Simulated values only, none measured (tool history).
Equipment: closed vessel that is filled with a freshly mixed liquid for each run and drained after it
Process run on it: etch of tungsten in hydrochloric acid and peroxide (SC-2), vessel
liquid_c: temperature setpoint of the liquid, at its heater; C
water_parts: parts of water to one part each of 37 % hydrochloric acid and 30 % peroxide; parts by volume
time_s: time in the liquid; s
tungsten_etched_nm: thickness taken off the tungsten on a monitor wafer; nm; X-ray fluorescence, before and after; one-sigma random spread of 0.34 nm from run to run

Run 1, hour 0.0: liquid_c 50.0 C, water_parts 6.5 parts by volume, time_s 90 s. Result: tungsten_etched_nm 38.266 nm.
Run 2, hour 3.5: liquid_c 45.0 C, water_parts 6.5 parts by volume, time_s 90 s. Result: tungsten_etched_nm 27.292 nm.
Run 3, hour 4.3: liquid_c 42.0 C, water_parts 6.5 parts by volume, time_s 90 s. Result: tungsten_etched_nm 22.071 nm.
Run 4, hour 7.2: liquid_c 46.5 C, water_parts 6.5 parts by volume, time_s 90 s. Result: tungsten_etched_nm 30.512 nm.
Run 5, hour 12.3: liquid_c 49.5 C, water_parts 6.5 parts by volume, time_s 90 s. Result: tungsten_etched_nm 37.040 nm.
Run 6, hour 19.8: liquid_c 51.5 C, water_parts 6.5 parts by volume, time_s 90 s. Result: tungsten_etched_nm 42.503 nm.
Run 7, hour 22.4: liquid_c 53.0 C, water_parts 6.5 parts by volume, time_s 90 s. Result: tungsten_etched_nm 47.229 nm.
Run 8, hour 24.3: liquid_c 54.0 C, water_parts 6.5 parts by volume, time_s 90 s. Result: tungsten_etched_nm 50.721 nm.
Run 9, hour 29.5: liquid_c 55.0 C, water_parts 6.5 parts by volume, time_s 90 s. Result: tungsten_etched_nm 53.680 nm.
Run 10, hour 30.6: liquid_c 55.5 C, water_parts 6.5 parts by volume, time_s 90 s. Result: tungsten_etched_nm 55.177 nm.
Run 11, hour 35.1: liquid_c 56.0 C, water_parts 6.5 parts by volume, time_s 90 s. Result: tungsten_etched_nm 57.171 nm.

What will run 12 give?
Run 12, hour 43.9: liquid_c 56.5 C, water_parts 6.5 parts by volume, time_s 90 s. Result: tungsten_etched_nm ?.

Run 12 measured tungsten_etched_nm 58.620 nm.
